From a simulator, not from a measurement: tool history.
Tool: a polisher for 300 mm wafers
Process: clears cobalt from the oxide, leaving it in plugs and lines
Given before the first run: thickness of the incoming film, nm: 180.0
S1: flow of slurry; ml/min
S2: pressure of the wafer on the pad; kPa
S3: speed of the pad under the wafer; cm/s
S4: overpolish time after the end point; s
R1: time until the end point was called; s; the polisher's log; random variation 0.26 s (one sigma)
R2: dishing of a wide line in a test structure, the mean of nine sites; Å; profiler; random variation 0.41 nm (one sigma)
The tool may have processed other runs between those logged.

| run | day | S1 | S2 | S3 | S4 | R1 | R2 |
|---|---|---|---|---|---|---|---|
| 1 | 0 | 175 | 11.7 | 128 | 9 | 41.665 | 314.84 |
| 2 | 0.317 | 175 | 13.1 | 128 | 9 | 38.551 | 316.04 |
| 3 | 0.633 | 185 | 14.5 | 126 | 7 | 35.602 | 288.08 |
| 4 | 0.904 | 175 | 15.9 | 124 | 6 | 34.126 | 265.3 |
| 5 | 1.2 | 175 | 15.9 | 102 | 6 | 40.17 | 239.08 |
| 6 | 1.421 | 175 | 15.9 | 102 | 5 | 40.232 | 212.9 |
| 7 | 1.742 | 205 | 18.6 | 106 | 3 | 33.883 | 156.23 |
| 8 | 1.996 | 190 | 18.6 | 110 | 3 | 32.996 | 154.92 |

The next listed run, before its measurement:
| 9 | 2.158 | 190 | 17.9 | 116 | 4 | ? | ? |

R1: 32.544 s
R2: 197.67 Å
